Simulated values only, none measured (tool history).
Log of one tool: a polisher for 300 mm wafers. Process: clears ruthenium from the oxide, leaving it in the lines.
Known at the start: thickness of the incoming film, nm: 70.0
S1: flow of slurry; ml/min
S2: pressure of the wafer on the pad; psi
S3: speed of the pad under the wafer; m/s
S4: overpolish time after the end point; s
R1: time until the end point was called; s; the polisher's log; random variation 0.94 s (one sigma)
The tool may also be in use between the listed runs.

run	day	S1	S2	S3	S4	R1
1	0.000	285	1.8	0.96	12	98.918
2	0.208	285	1.4	0.96	12	117.660
3	0.508	285	1.2	0.96	12	129.750
4	0.600	285	1.2	1.16	12	109.030
5	0.779	255	1.2	1.16	12	111.480
6	1.079	260	1.5	1.18	12	92.364
7	1.446	260	1.7	1.20	12	83.452

Forecast run 8:
8	1.667	260	1.9	1.22	12	?

R1: 76.528 s
